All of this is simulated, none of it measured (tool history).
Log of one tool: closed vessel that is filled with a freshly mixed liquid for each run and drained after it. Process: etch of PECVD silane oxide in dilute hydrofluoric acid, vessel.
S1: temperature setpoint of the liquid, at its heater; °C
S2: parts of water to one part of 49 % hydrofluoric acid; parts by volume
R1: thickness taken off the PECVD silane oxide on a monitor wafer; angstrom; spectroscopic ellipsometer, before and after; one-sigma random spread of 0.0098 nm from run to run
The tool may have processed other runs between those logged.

{"run": 1, "hour": 0.0, "S1": 24.0, "S2": 265, "time in the liquid (s)": 30, "R1": 18.141}
{"run": 2, "hour": 6.9, "S1": 23.0, "S2": 265, "time in the liquid (s)": 30, "R1": 17.542}
{"run": 3, "hour": 9.3, "S1": 22.0, "S2": 265, "time in the liquid (s)": 30, "R1": 17.136}
{"run": 4, "hour": 13.0, "S1": 22.0, "S2": 195, "time in the liquid (s)": 30, "R1": 24.619}
{"run": 5, "hour": 15.5, "S1": 22.0, "S2": 250, "time in the liquid (s)": 30, "R1": 18.225}
{"run": 6, "hour": 18.7, "S1": 21.5, "S2": 255, "time in the liquid (s)": 30, "R1": 17.387}
{"run": 7, "hour": 27.6, "S1": 21.0, "S2": 260, "time in the liquid (s)": 30, "R1": 16.767}
{"run": 8, "hour": 28.6, "S1": 20.5, "S2": 265, "time in the liquid (s)": 30, "R1": 16.004}
{"run": 9, "hour": 29.5, "S1": 20.0, "S2": 265, "time in the liquid (s)": 30, "R1": 15.895}
{"run": 10, "hour": 37.4, "S1": 19.5, "S2": 265, "time in the liquid (s)": 30, "R1": 15.642}

Forecast run 11:
{"run": 11, "hour": 40.2, "S1": 19.0, "S2": 265, "time in the liquid (s)": 30, "R1": "?"}

{"run 11": {"R1": 15.092}}
